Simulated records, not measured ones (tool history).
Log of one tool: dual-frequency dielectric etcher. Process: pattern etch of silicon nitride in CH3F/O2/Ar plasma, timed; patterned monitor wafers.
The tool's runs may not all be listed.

run	hour	source power (kW)	bias power (kW)	etch time (s)	mean etch depth across the wafer (nm)
1	0.0	0.460	0.070	65.5	44.526
2	8.7	0.480	0.070	65.5	45.271
3	10.1	0.390	0.070	65.5	41.339
4	18.6	0.340	0.070	65.5	38.864
5	26.2	0.340	0.057	65.5	35.725
6	33.1	0.390	0.057	65.5	38.023
7	34.7	0.430	0.057	65.5	39.820
8	39.2	0.530	0.059	65.5	44.245
9	45.6	0.550	0.059	65.5	45.314
10	47.2	0.560	0.059	65.5	45.519
11	53.9	0.560	0.059	65.5	45.518
12	59.0	0.570	0.059	65.5	45.787
13	63.9	0.580	0.059	65.5	46.226
# hour 69.9: source power generator calibrated
14	69.9	0.640	0.060	65.5	49.259

Run 15 comes next. What will it give?
15	70.7	0.630	0.060	65.5	?

Run 15 gave mean etch depth across the wafer (nm) 49.224.
